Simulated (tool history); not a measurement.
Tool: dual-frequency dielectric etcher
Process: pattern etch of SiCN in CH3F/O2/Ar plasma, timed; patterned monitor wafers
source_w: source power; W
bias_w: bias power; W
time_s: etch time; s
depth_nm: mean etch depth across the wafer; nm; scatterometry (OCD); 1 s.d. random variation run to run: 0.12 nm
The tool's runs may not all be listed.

{"run": 1, "hour": 0.0, "source_w": 290, "bias_w": 53, "time_s": 79.5, "depth_nm": 23.777}
{"run": 2, "hour": 6.5, "source_w": 320, "bias_w": 53, "time_s": 79.5, "depth_nm": 24.224}
{"run": 3, "hour": 7.8, "source_w": 280, "bias_w": 48, "time_s": 79.5, "depth_nm": 22.271}
{"run": 4, "hour": 15.8, "source_w": 230, "bias_w": 48, "time_s": 79.5, "depth_nm": 21.72}
{"hour": 24.7, "done": "source power generator calibrated"}
{"run": 5, "hour": 24.7, "source_w": 230, "bias_w": 55, "time_s": 79.5, "depth_nm": 22.87}
{"run": 6, "hour": 30.2, "source_w": 230, "bias_w": 64, "time_s": 79.5, "depth_nm": 24.728}
{"run": 7, "hour": 35.5, "source_w": 220, "bias_w": 56, "time_s": 79.5, "depth_nm": 23.164}
{"run": 8, "hour": 42.1, "source_w": 210, "bias_w": 50, "time_s": 79.5, "depth_nm": 21.443}
{"run": 9, "hour": 49.7, "source_w": 200, "bias_w": 46, "time_s": 79.5, "depth_nm": 20.554}
{"run": 10, "hour": 56.9, "source_w": 190, "bias_w": 43, "time_s": 79.5, "depth_nm": 19.669}

Estimate the outcome of run 11 from the log above:
{"run": 11, "hour": 65.3, "source_w": 190, "bias_w": 41, "time_s": 79.5, "depth_nm": "?"}

depth_nm: 19.087 nm
